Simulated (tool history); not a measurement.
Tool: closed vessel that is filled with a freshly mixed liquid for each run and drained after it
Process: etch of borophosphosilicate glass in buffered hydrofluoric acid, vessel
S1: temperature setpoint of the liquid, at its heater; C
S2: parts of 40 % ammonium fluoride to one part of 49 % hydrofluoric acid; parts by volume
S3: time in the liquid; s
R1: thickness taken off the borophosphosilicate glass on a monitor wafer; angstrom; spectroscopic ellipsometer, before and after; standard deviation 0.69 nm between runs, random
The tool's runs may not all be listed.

| run | day | S1 | S2 | S3 | R1 |
|---|---|---|---|---|---|
| 1 | 0.000 | 23.0 | 10.5 | 100 | 1762.3 |
| 2 | 0.083 | 23.0 | 11.5 | 100 | 1605.6 |
| 3 | 0.321 | 22.5 | 11.5 | 100 | 1576.1 |
| 4 | 0.379 | 22.5 | 11.5 | 105 | 1652.1 |
| 5 | 0.500 | 22.0 | 11.5 | 105 | 1592.3 |
| 6 | 0.696 | 21.5 | 11.5 | 105 | 1553.5 |

For run 7, what comes out?
| 7 | 0.975 | 21.0 | 11.5 | 105 | ? |

R1: 1527.1 angstrom

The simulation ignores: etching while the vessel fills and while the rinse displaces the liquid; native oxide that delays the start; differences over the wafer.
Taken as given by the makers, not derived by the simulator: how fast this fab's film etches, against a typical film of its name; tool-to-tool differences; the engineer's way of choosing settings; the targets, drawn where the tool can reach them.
